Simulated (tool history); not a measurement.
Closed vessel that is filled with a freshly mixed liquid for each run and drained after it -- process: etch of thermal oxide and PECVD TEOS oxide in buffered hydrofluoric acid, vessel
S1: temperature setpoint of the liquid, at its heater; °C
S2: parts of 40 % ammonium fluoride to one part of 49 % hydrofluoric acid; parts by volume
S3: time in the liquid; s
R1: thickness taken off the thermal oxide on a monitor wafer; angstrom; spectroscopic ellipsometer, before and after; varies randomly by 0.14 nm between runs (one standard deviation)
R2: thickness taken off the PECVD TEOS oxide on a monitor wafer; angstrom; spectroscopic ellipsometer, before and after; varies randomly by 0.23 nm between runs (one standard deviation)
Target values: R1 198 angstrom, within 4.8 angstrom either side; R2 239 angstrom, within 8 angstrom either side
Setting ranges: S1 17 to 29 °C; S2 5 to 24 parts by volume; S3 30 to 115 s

{"run": 1, "hour": 0.0, "S1": 21, "S2": 14.5, "S3": 60, "R1": 373.69, "R2": 455.25}
{"run": 2, "hour": 4.6, "S1": 20, "S2": 16, "S3": 60, "R1": 318.21, "R2": 381.18}
{"run": 3, "hour": 9.5, "S1": 19.5, "S2": 17, "S3": 60, "R1": 292.9, "R2": 349.76}
{"run": 4, "hour": 12.4, "S1": 19, "S2": 18, "S3": 60, "R1": 269.8, "R2": 324.16}
{"run": 5, "hour": 19.2, "S1": 18.5, "S2": 18.5, "S3": 60, "R1": 253.6, "R2": 303.08}
{"run": 6, "hour": 23.0, "S1": 18.5, "S2": 21, "S3": 60, "R1": 225.09, "R2": 273.01}
{"run": 7, "hour": 24.1, "S1": 18, "S2": 21, "S3": 60, "R1": 223.4, "R2": 264.82}
{"run": 8, "hour": 26.5, "S1": 18, "S2": 21, "S3": 60, "R1": 221.7, "R2": 268.24}
{"run": 9, "hour": 34.2, "S1": 18, "S2": 21.5, "S3": 60, "R1": 216.76, "R2": 263.27}
{"run": 10, "hour": 39.2, "S1": 17.5, "S2": 22, "S3": 60, "R1": 206.45, "R2": 249.17}

5 candidate next runs follow, results not yet known. Just one meets every target within its allowed miss. Identify it.
{"run": "A", "hour": 44.2, "S1": 17, "S2": 21.5, "S3": 55, "R1": "?", "R2": "?"}
{"run": "B", "hour": 44.2, "S1": 17.5, "S2": 21, "S3": 55, "R1": "?", "R2": "?"}
{"run": "C", "hour": 44.2, "S1": 20.5, "S2": 23.5, "S3": 55, "R1": "?", "R2": "?"}
{"run": "D", "hour": 44.2, "S1": 29, "S2": 24, "S3": 30, "R1": "?", "R2": "?"}
{"run": "E", "hour": 44.2, "S1": 17, "S2": 22, "S3": 55, "R1": "?", "R2": "?"}

move=A R1=188.59 R2=224.27
move=B R1=197.25 R2=234.55
move=C R1=216.26 R2=257.16
move=D R1=184.95 R2=219.93
move=E R1=185.62 R2=220.73
A: moves the result that the last run missed by most past its target, out the other side
B: in spec on every target
C: misses by more than the last run did
D: moves the result that the last run missed by most past its target, out the other side
E: moves the result that the last run missed by most past its target, out the other side
B is the move that brings every result within its allowed miss.

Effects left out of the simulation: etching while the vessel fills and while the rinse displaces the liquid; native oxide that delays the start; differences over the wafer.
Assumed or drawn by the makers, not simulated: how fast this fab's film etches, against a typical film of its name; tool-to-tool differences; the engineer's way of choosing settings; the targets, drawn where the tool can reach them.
